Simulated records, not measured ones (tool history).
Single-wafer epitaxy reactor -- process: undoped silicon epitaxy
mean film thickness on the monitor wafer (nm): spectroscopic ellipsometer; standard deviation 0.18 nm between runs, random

| run | hour | wafer temperature setpoint (pyrometer-controlled) (°C) | deposition time (s) | mean film thickness on the monitor wafer (nm) |
|---|---|---|---|---|
| 1 | 0 | 630 | 277 | 29.856 |
| 2 | 7.7 | 630 | 257 | 27.689 |
| 3 | 9.9 | 634 | 258 | 30.979 |
| 4 | 11.4 | 637 | 258 | 33.287 |
| 5 | 19.3 | 639 | 258 | 35.081 |
| 6 | 22.4 | 641 | 258 | 37.003 |

Predict the results of run 7:
| 7 | 28.1 | 642 | 258 | ? |

mean film thickness on the monitor wafer (nm): 37.951
